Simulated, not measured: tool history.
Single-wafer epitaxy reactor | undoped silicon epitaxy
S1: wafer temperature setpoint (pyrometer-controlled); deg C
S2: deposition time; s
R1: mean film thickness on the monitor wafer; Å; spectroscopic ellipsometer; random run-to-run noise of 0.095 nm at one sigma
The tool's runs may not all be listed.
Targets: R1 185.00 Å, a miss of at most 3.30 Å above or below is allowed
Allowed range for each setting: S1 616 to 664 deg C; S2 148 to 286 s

run	hour	S1	S2	R1
1	0.0	640	217	298.67
2	4.7	640	203	281.58
3	11.1	637	203	266.07
4	15.3	637	192	249.48
5	23.2	642	192	275.92
6	25.0	642	163	237.58
7	29.8	640	163	226.02
8	34.8	639	163	223.91
9	39.7	638	163	217.49

Pick the move, out of 4, that brings all results within their allowed miss; only one does.
A	44.6	636	154	?
B	44.6	634	193	?
C	44.6	639	174	?
D	44.6	635	148	?

move	R1
A	198.92
B	239.72
C	238.29
D	187.47
A: gains on the last run, yet a result remains outside its allowed miss
B: the biggest miss grows against the last run
C: the biggest miss grows against the last run
D: every result lands within tolerance
D is the move that brings every result within its allowed miss.
